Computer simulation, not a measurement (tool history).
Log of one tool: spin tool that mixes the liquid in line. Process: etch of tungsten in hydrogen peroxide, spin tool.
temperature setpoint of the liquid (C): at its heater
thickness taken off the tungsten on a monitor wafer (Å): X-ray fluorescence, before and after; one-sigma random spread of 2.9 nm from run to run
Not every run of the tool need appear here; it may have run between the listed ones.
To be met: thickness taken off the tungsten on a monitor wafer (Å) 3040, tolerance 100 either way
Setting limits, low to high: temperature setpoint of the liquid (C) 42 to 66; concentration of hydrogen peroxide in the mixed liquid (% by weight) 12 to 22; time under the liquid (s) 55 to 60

run	hour	temperature setpoint of the liquid (C)	concentration of hydrogen peroxide in the mixed liquid (% by weight)	time under the liquid (s)	thickness taken off the tungsten on a monitor wafer (Å)
1	0	58	15	55	2077.3
2	8.8	58	16.5	55	2194.4
3	10.1	58	14	55	1984.3
4	15.4	60	14	55	2247.9
5	21.7	64	14	55	2775.1
6	29.7	64	12	55	2641.6
7	31.2	64.5	12	55	2726.9
8	34.3	65	12	55	2735.5

4 candidate next runs follow, results not yet known. Just one meets every target within its allowed miss. Identify it.
A	37.4	64.5	13.5	55	?
B	37.4	62.5	16	60	?
C	37.4	62.5	13.5	60	?
D	37.4	66	13	60	?

move	thickness taken off the tungsten on a monitor wafer (Å)
A	2877.2
B	3053
C	2804.4
D	3348.6
A: better than the last run, though not everything is in spec
B: all results land within tolerance of their targets
C: better than the last run, though not everything is in spec
D: takes the result that was furthest off past its target
B is the move that brings every result within its allowed miss.
